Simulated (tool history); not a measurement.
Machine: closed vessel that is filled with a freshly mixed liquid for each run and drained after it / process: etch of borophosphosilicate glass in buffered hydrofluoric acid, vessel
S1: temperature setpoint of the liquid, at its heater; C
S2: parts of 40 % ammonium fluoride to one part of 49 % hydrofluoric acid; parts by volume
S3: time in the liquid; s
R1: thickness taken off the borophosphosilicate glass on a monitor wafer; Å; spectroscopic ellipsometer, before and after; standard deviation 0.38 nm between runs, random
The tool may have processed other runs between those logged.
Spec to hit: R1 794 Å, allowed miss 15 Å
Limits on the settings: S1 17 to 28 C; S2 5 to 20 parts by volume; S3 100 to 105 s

run 1 hour=0 | S1=20 S2=12 S3=100 | R1=1131.2
run 2 hour=1.1 | S1=19.5 S2=12.5 S3=100 | R1=1050.2
run 3 hour=4.8 | S1=19 S2=13 S3=100 | R1=993.72
run 4 hour=9.9 | S1=18.5 S2=13.5 S3=100 | R1=921.74
run 5 hour=11.8 | S1=21.5 S2=13.5 S3=100 | R1=1076.9
run 6 hour=13.4 | S1=20.5 S2=13.5 S3=100 | R1=1024.5
run 7 hour=21.8 | S1=20 S2=13.5 S3=100 | R1=1000.1
run 8 hour=29.9 | S1=19.5 S2=13.5 S3=100 | R1=978.17
run 9 hour=35.8 | S1=19 S2=13.5 S3=100 | R1=953.09
-- hour=39.4 thermometer replaced
run 10 hour=39.4 | S1=18.5 S2=13.5 S3=100 | R1=998.01
run 11 hour=44.9 | S1=18 S2=14 S3=100 | R1=940.24
run 12 hour=50.9 | S1=18 S2=14.5 S3=100 | R1=903.61

4 next moves are on the table. One of them brings every result within its allowed miss. Which?
run A hour=56.9 | S1=17.5 S2=15.5 S3=100 | R1=?
run B hour=56.9 | S1=19.5 S2=18 S3=105 | R1=?
run C hour=56.9 | S1=18 S2=15.5 S3=100 | R1=?
run D hour=56.9 | S1=17 S2=16.5 S3=105 | R1=?

move=A R1=823.37
move=B R1=833.81
move=C R1=846.83
move=D R1=790.02
A: moves toward the targets from the last run without getting all of them in spec
B: moves toward the targets from the last run without getting all of them in spec
C: moves toward the targets from the last run without getting all of them in spec
D: all results in spec
D is the move that brings every result within its allowed miss.
